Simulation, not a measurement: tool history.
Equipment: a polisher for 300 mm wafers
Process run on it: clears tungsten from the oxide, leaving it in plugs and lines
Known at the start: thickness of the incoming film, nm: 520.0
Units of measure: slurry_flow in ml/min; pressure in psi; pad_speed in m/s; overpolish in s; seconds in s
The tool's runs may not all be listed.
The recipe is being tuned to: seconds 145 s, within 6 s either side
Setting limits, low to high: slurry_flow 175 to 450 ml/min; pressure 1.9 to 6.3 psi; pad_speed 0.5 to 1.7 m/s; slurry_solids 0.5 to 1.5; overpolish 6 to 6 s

{"run": 1, "day": 0.0, "slurry_flow": 290, "pressure": 4.1, "pad_speed": 1.1, "slurry_solids": 1, "overpolish": 6, "seconds": 99.991}
{"run": 2, "day": 0.325, "slurry_flow": 340, "pressure": 4.1, "pad_speed": 1.1, "slurry_solids": 1, "overpolish": 6, "seconds": 98.779}
{"run": 3, "day": 0.562, "slurry_flow": 340, "pressure": 3.9, "pad_speed": 1.1, "slurry_solids": 1, "overpolish": 6, "seconds": 104.99}
{"run": 4, "day": 0.646, "slurry_flow": 340, "pressure": 3.5, "pad_speed": 1.1, "slurry_solids": 1, "overpolish": 6, "seconds": 111.31}
{"run": 5, "day": 0.85, "slurry_flow": 340, "pressure": 2.8, "pad_speed": 1.1, "slurry_solids": 1, "overpolish": 6, "seconds": 131.57}
{"run": 6, "day": 1.192, "slurry_flow": 340, "pressure": 2.8, "pad_speed": 1.1, "slurry_solids": 1.1, "overpolish": 6, "seconds": 127.59}
{"run": 7, "day": 1.446, "slurry_flow": 340, "pressure": 2.7, "pad_speed": 1.1, "slurry_solids": 1.1, "overpolish": 6, "seconds": 132.84}
{"run": 8, "day": 1.546, "slurry_flow": 340, "pressure": 2.5, "pad_speed": 1.1, "slurry_solids": 1.1, "overpolish": 6, "seconds": 135.15}

Which single option among these 5 for the next run brings every result within its allowed miss of target? Just one does.
{"run": "A", "day": 1.646, "slurry_flow": 295, "pressure": 3.2, "pad_speed": 0.9, "slurry_solids": 1, "overpolish": 6, "seconds": "?"}
{"run": "B", "day": 1.646, "slurry_flow": 305, "pressure": 3.2, "pad_speed": 0.82, "slurry_solids": 1, "overpolish": 6, "seconds": "?"}
{"run": "C", "day": 1.646, "slurry_flow": 315, "pressure": 2.7, "pad_speed": 1.12, "slurry_solids": 1.2, "overpolish": 6, "seconds": "?"}
{"run": "D", "day": 1.646, "slurry_flow": 370, "pressure": 3, "pad_speed": 1.02, "slurry_solids": 1, "overpolish": 6, "seconds": "?"}
{"run": "E", "day": 1.646, "slurry_flow": 355, "pressure": 1.9, "pad_speed": 1.14, "slurry_solids": 1.15, "overpolish": 6, "seconds": "?"}

move=A seconds=145.3
move=B seconds=158.48
move=C seconds=126.61
move=D seconds=132.53
move=E seconds=156.19
A: hits every target within its allowed miss
B: takes the result that was furthest off past its target
C: misses by more than the last run did
D: misses by more than the last run did
E: takes the result that was furthest off past its target
A meets every target.
